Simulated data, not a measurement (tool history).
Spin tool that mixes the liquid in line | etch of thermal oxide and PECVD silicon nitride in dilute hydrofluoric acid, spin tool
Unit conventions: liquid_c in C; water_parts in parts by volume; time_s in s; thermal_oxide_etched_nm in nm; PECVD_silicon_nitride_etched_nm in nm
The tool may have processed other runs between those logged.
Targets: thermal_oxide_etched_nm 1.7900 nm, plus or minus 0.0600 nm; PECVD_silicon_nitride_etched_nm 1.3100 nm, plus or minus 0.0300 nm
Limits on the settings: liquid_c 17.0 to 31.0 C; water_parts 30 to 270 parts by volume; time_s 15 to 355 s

run,hour,liquid_c,water_parts,time_s,thermal_oxide_etched_nm,PECVD_silicon_nitride_etched_nm
1,0.0,23.0,150,180,5.0371,3.9235
2,3.9,20.0,150,180,4.5413,3.2211
3,4.9,19.5,165,180,4.0146,2.8528
4,11.7,19.0,180,180,3.4497,2.5590
5,16.6,18.5,185,175,3.2288,2.3187
6,25.0,18.5,145,175,4.3156,2.9316
7,32.4,18.5,160,170,3.6801,2.6137
8,39.2,18.5,170,170,3.4719,2.4426
9,40.1,18.5,180,170,3.2109,2.3091
10,41.1,18.5,190,170,3.0391,2.1818
11,49.7,18.5,200,170,2.8771,2.0937
12,56.7,18.5,210,170,2.6602,1.9794
13,58.9,18.5,215,170,2.5872,1.9331
14,62.0,18.5,220,170,2.5365,1.9022
15,64.5,18.5,225,170,2.5232,1.8621
16,73.1,18.5,230,170,2.3966,1.8235

Which one of the following 4 next-run settings gets every result inside its allowed miss? There is exactly one.
A,81.7,17.0,255,150,?,?
B,81.7,17.0,225,160,?,?
C,81.7,21.0,215,155,?,?
D,81.7,27.5,270,135,?,?

move,thermal_oxide_etched_nm,PECVD_silicon_nitride_etched_nm
A,1.7753,1.3193
B,2.2035,1.5858
C,2.6316,2.0884
D,2.1770,2.1729
A: in spec on every target
B: closes in on the targets versus the last run, not all within tolerance yet
C: lands further from the targets than the last run did
D: lands further from the targets than the last run did
Go with A: it meets all targets.
